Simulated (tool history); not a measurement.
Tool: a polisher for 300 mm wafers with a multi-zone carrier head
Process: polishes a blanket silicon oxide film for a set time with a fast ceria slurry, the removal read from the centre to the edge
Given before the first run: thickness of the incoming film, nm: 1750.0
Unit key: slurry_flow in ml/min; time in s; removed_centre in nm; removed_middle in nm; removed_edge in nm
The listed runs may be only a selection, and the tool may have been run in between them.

| run | day | slurry_flow | centre_zone | middle_zone | edge_zone | time | removed_centre | removed_middle | removed_edge |
|---|---|---|---|---|---|---|---|---|---|
| 1 | 0 | 185 | 1 | 1 | 1 | 51 | 531.28 | 512.42 | 523.07 |
| 2 | 0.3 | 175 | 1.01 | 0.96 | 0.98 | 50 | 523.1 | 478.35 | 505.26 |
| 3 | 0.429 | 175 | 1.09 | 0.96 | 0.98 | 50 | 563.96 | 481.22 | 520.04 |
| 4 | 0.725 | 175 | 1.16 | 0.96 | 0.98 | 50 | 591.78 | 477.45 | 509.27 |
| 5 | 0.829 | 175 | 1.16 | 1.01 | 0.98 | 50 | 596.98 | 519.57 | 509.6 |
| 6 | 1.175 | 175 | 1.16 | 0.94 | 0.98 | 50 | 597.08 | 471.17 | 511.02 |
| 7 | 1.229 | 170 | 1.13 | 0.92 | 0.96 | 49 | 566.81 | 444.45 | 484.7 |

Expected results for the next run?
| 8 | 1.262 | 160 | 1.1 | 0.9 | 0.95 | 49 | ? | ? | ? |

removed_centre: 542.17 nm
removed_middle: 438.42 nm
removed_edge: 485.75 nm

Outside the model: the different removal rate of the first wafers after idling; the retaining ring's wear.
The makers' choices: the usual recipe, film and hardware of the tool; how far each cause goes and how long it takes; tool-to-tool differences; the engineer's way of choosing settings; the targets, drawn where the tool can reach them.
